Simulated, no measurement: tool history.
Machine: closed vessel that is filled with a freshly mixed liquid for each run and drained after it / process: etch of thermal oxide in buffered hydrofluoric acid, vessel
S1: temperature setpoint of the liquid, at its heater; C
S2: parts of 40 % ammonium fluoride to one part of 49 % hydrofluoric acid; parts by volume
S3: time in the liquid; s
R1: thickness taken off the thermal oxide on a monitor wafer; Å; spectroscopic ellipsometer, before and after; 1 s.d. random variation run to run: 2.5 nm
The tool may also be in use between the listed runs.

run 1 hour=0.0 | S1=25.0 S2=15.0 S3=115 | R1=934.75
run 2 hour=4.3 | S1=26.5 S2=12.5 S3=115 | R1=1193.80
run 3 hour=9.0 | S1=24.5 S2=12.5 S3=115 | R1=1075.40
run 4 hour=15.6 | S1=24.5 S2=16.0 S3=115 | R1=843.99
run 5 hour=24.4 | S1=23.0 S2=16.0 S3=115 | R1=769.16
run 6 hour=28.1 | S1=25.0 S2=13.5 S3=115 | R1=1030.70
run 7 hour=33.4 | S1=26.5 S2=11.5 S3=115 | R1=1284.00
run 8 hour=40.8 | S1=27.5 S2=10.0 S3=115 | R1=1550.30
run 9 hour=44.3 | S1=28.5 S2=9.0 S3=115 | R1=1798.90
run 10 hour=52.0 | S1=32.0 S2=6.5 S3=115 | R1=2967.10
run 11 hour=54.9 | S1=32.0 S2=6.5 S3=115 | R1=3015.40
run 12 hour=59.4 | S1=31.5 S2=6.5 S3=115 | R1=2912.90

Run 13 is up next; what results do you expect?
run 13 hour=63.8 | S1=31.0 S2=6.5 S3=115 | R1=?

{"run 13": {"R1": 2811.4}}
